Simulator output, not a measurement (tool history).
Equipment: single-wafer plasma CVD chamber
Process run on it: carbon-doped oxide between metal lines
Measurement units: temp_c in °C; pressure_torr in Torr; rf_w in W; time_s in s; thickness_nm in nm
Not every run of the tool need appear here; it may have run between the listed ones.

Run 1, hour 0: temp_c 370 °C, pressure_torr 6.77 Torr, rf_w 500 W, time_s 12.1 s. Result: thickness_nm 65.536 nm.
Run 2, hour 3.2: temp_c 368 °C, pressure_torr 6.97 Torr, rf_w 510 W, time_s 12.1 s. Result: thickness_nm 66.635 nm.
Run 3, hour 3.9: temp_c 379 °C, pressure_torr 6.97 Torr, rf_w 510 W, time_s 12.1 s. Result: thickness_nm 65.783 nm.
Run 4, hour 12.1: temp_c 379 °C, pressure_torr 6.97 Torr, rf_w 485 W, time_s 12.1 s. Result: thickness_nm 63.211 nm.
Run 5, hour 17.7: temp_c 377 °C, pressure_torr 7.19 Torr, rf_w 495 W, time_s 12.1 s. Result: thickness_nm 64.351 nm.
Run 6, hour 18.9: temp_c 375 °C, pressure_torr 7.23 Torr, rf_w 510 W, time_s 12.1 s. Result: thickness_nm 65.974 nm.
Run 7, hour 22: temp_c 374 °C, pressure_torr 7.28 Torr, rf_w 520 W, time_s 12.1 s. Result: thickness_nm 67.01 nm.
Run 8, hour 30.5: temp_c 373 °C, pressure_torr 7.34 Torr, rf_w 530 W, time_s 12.1 s. Result: thickness_nm 68.478 nm.

For run 9, what comes out?
Run 9, hour 37.4: temp_c 372 °C, pressure_torr 7.52 Torr, rf_w 535 W, time_s 12.1 s. Result: thickness_nm ?.

Run 9 gave thickness_nm 69.084 nm.

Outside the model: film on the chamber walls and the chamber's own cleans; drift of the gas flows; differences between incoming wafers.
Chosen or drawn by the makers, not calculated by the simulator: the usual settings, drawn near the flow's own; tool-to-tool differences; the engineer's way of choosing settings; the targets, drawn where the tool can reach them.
